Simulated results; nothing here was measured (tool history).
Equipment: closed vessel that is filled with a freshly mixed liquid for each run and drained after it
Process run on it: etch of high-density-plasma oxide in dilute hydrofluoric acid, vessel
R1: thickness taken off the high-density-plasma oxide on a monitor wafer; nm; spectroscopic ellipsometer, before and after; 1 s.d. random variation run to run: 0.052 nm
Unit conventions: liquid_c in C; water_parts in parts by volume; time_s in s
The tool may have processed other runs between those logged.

{"run": 1, "hour": 0.0, "liquid_c": 20, "water_parts": 135, "time_s": 575, "R1": 20.269}
{"run": 2, "hour": 5.4, "liquid_c": 21.5, "water_parts": 135, "time_s": 575, "R1": 21.596}
{"run": 3, "hour": 10.5, "liquid_c": 25, "water_parts": 135, "time_s": 575, "R1": 24.756}
{"run": 4, "hour": 16.7, "liquid_c": 21.5, "water_parts": 135, "time_s": 575, "R1": 21.51}
{"run": 5, "hour": 26.0, "liquid_c": 21.5, "water_parts": 155, "time_s": 575, "R1": 18.414}
{"run": 6, "hour": 31.2, "liquid_c": 22.5, "water_parts": 155, "time_s": 575, "R1": 19.17}
{"run": 7, "hour": 34.4, "liquid_c": 21.5, "water_parts": 155, "time_s": 575, "R1": 18.346}
{"run": 8, "hour": 40.2, "liquid_c": 20.5, "water_parts": 155, "time_s": 575, "R1": 17.716}
{"run": 9, "hour": 47.2, "liquid_c": 20, "water_parts": 155, "time_s": 575, "R1": 17.275}
{"run": 10, "hour": 50.8, "liquid_c": 19.5, "water_parts": 155, "time_s": 575, "R1": 16.957}
{"run": 11, "hour": 58.6, "liquid_c": 19, "water_parts": 155, "time_s": 575, "R1": 16.68}
{"run": 12, "hour": 60.5, "liquid_c": 18.5, "water_parts": 155, "time_s": 575, "R1": 16.446}
{"run": 13, "hour": 63.2, "liquid_c": 18, "water_parts": 160, "time_s": 575, "R1": 15.432}

Run 14, settings as shown, results not yet in. Your forecast:
{"run": 14, "hour": 70.6, "liquid_c": 17.5, "water_parts": 165, "time_s": 575, "R1": "?"}

R1: 14.622 nm
